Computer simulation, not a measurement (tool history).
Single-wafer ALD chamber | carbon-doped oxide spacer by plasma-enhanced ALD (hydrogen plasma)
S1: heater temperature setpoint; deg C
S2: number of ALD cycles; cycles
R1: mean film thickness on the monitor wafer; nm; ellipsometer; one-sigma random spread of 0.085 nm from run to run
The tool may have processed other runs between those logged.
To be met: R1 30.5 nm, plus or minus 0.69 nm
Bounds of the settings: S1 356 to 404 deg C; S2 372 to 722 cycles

run	day	S1	S2	R1
1	0	380	547	27.405
2	0.242	380	555	27.894
3	0.392	385	555	27.926
4	0.654	385	583	29.156
5	0.954	385	587	29.446
6	1.088	385	543	27.308
7	1.421	385	552	27.731
8	1.533	385	560	28.106
9	1.575	385	567	28.386
10	1.633	385	573	28.606

Which one of the following 5 next-run settings gets every result inside its allowed miss? There is exactly one.
A	1.692	383	610	?
B	1.692	389	634	?
C	1.692	360	640	?
D	1.692	388	537	?
E	1.692	387	525	?

move	R1
A	30.616
B	31.821
C	32.122
D	26.952
E	26.35
A: meets every target
B: pushes the last run's worst result past its target
C: pushes the last run's worst result past its target
D: the biggest miss grows against the last run
E: the biggest miss grows against the last run
The move that meets every target is A.

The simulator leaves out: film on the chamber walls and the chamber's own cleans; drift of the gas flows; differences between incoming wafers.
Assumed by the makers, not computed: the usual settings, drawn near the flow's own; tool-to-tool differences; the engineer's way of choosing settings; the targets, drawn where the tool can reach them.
